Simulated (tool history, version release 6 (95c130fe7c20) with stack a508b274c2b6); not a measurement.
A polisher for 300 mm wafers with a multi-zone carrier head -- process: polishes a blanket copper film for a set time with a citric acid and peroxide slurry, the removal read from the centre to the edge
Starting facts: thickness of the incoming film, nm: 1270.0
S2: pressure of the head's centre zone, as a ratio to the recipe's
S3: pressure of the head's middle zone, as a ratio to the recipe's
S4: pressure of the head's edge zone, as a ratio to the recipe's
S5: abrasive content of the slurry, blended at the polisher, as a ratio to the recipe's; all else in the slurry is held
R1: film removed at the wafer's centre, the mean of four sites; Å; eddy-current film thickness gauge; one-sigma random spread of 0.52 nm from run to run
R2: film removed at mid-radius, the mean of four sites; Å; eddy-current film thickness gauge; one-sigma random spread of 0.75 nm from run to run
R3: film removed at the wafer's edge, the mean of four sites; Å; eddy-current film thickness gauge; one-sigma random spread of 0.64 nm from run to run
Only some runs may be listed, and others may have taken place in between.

{"run": 1, "day": 0.0, "flow of slurry (ml/min)": 160, "S2": 1.0, "S3": 1.0, "S4": 1.0, "S5": 1.0, "polishing time (s)": 52, "R1": 924.91, "R2": 1036.1, "R3": 980.24}
{"run": 2, "day": 0.071, "flow of slurry (ml/min)": 160, "S2": 1.0, "S3": 1.0, "S4": 1.0, "S5": 1.0, "polishing time (s)": 42, "R1": 761.13, "R2": 856.85, "R3": 819.82}
{"run": 3, "day": 0.25, "flow of slurry (ml/min)": 160, "S2": 1.0, "S3": 1.0, "S4": 1.08, "S5": 1.0, "polishing time (s)": 42, "R1": 747.59, "R2": 827.01, "R3": 814.99}
{"run": 4, "day": 0.317, "flow of slurry (ml/min)": 125, "S2": 1.0, "S3": 1.0, "S4": 1.08, "S5": 1.0, "polishing time (s)": 42, "R1": 695.89, "R2": 802.18, "R3": 806.69}
{"run": 5, "day": 0.575, "flow of slurry (ml/min)": 130, "S2": 1.0, "S3": 0.99, "S4": 1.07, "S5": 0.95, "polishing time (s)": 42, "R1": 698.55, "R2": 782.85, "R3": 805.11}
{"run": 6, "day": 0.788, "flow of slurry (ml/min)": 130, "S2": 1.0, "S3": 0.99, "S4": 1.07, "S5": 0.95, "polishing time (s)": 52, "R1": 871.67, "R2": 949.37, "R3": 986.11}
{"run": 7, "day": 0.988, "flow of slurry (ml/min)": 140, "S2": 0.99, "S3": 0.99, "S4": 1.06, "S5": 0.9, "polishing time (s)": 50, "R1": 832.48, "R2": 949.6, "R3": 953.44}
{"run": 8, "day": 1.242, "flow of slurry (ml/min)": 140, "S2": 0.99, "S3": 0.98, "S4": 1.05, "S5": 0.9, "polishing time (s)": 48, "R1": 808.24, "R2": 896.26, "R3": 914.37}
{"run": 9, "day": 1.308, "flow of slurry (ml/min)": 125, "S2": 0.9, "S3": 0.92, "S4": 0.95, "S5": 0.65, "polishing time (s)": 42, "R1": 583.55, "R2": 679.31, "R3": 707.29}
{"run": 10, "day": 1.629, "flow of slurry (ml/min)": 130, "S2": 0.91, "S3": 0.92, "S4": 0.94, "S5": 0.65, "polishing time (s)": 42, "R1": 593.47, "R2": 697.1, "R3": 716.72}
{"day": 1.888, "done": "centre zone pressure recalibrated"}
{"run": 11, "day": 1.888, "flow of slurry (ml/min)": 130, "S2": 0.92, "S3": 0.92, "S4": 0.93, "S5": 0.65, "polishing time (s)": 42, "R1": 661.16, "R2": 698.74, "R3": 703.23}

Forecast run 12:
{"run": 12, "day": 2.179, "flow of slurry (ml/min)": 125, "S2": 0.92, "S3": 0.92, "S4": 0.93, "S5": 0.65, "polishing time (s)": 42, "R1": "?", "R2": "?", "R3": "?"}

R1: 655.33 Å
R2: 691.44 Å
R3: 691.47 Å
